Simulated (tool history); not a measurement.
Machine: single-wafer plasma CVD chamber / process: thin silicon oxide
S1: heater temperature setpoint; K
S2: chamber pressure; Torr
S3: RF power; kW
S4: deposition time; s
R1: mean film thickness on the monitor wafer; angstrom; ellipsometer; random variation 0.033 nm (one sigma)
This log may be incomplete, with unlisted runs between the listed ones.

run  hour      S1     S2     S3   S4      R1
  1   0.0  693.15  0.590  0.300  8.0  112.37
  2   6.5  700.15  0.590  0.300  8.0  111.78
  3  10.1  700.15  0.585  0.300  8.0  111.89
  4  17.3  700.15  0.580  0.300  8.0  110.64
  5  22.0  700.15  0.576  0.300  8.0  110.16
  6  26.9  691.15  0.576  0.300  8.0  110.86
  7  27.5  692.15  0.572  0.300  8.0  109.06
  8  29.9  692.15  0.570  0.300  8.0  109.03
  9  34.4  692.15  0.570  0.300  8.0  108.69

For run 10, what comes out?
 10  38.0  692.15  0.568  0.300  8.0   ?

For run 10 the tool returned R1 108.68 angstrom.
